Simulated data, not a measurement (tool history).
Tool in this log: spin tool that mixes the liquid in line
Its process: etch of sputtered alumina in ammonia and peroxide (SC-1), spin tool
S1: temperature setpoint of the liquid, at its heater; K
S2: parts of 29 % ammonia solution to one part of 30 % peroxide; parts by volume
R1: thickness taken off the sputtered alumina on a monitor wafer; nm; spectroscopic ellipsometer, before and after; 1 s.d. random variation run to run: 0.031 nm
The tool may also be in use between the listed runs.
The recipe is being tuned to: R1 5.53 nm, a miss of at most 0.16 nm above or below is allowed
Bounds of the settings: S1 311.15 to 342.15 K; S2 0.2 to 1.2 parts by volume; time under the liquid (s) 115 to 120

run 1 hour=0 | S1=326.15 S2=0.85 time_under_the_liquid_(s)=115 | R1=11.341
run 2 hour=0.5 | S1=323.65 S2=0.85 time_under_the_liquid_(s)=115 | R1=9.9212
run 3 hour=2.8 | S1=323.65 S2=0.85 time_under_the_liquid_(s)=120 | R1=10.391
run 4 hour=11.2 | S1=323.65 S2=0.55 time_under_the_liquid_(s)=120 | R1=9.9402
run 5 hour=14.8 | S1=323.65 S2=0.55 time_under_the_liquid_(s)=115 | R1=9.6233
run 6 hour=17.8 | S1=323.65 S2=0.4 time_under_the_liquid_(s)=115 | R1=9.2367
run 7 hour=23.8 | S1=322.15 S2=0.4 time_under_the_liquid_(s)=115 | R1=8.5706
run 8 hour=30.6 | S1=320.65 S2=0.4 time_under_the_liquid_(s)=115 | R1=7.8634

Next run, 4 choices. One meets every target within its allowed miss, the rest don't. Which?
run A hour=37.4 | S1=315.15 S2=0.5 time_under_the_liquid_(s)=115 | R1=?
run B hour=37.4 | S1=313.15 S2=0.5 time_under_the_liquid_(s)=120 | R1=?
run C hour=37.4 | S1=312.65 S2=0.6 time_under_the_liquid_(s)=115 | R1=?
run D hour=37.4 | S1=313.15 S2=0.4 time_under_the_liquid_(s)=115 | R1=?

move=A R1=5.8607
move=B R1=5.4392
move=C R1=5.1497
move=D R1=5.1026
A: gains on the last run, yet a result remains outside its allowed miss
B: every result lands within tolerance
C: moves the result that the last run missed by most past its target, out the other side
D: moves the result that the last run missed by most past its target, out the other side
B is the move that brings every result within its allowed miss.

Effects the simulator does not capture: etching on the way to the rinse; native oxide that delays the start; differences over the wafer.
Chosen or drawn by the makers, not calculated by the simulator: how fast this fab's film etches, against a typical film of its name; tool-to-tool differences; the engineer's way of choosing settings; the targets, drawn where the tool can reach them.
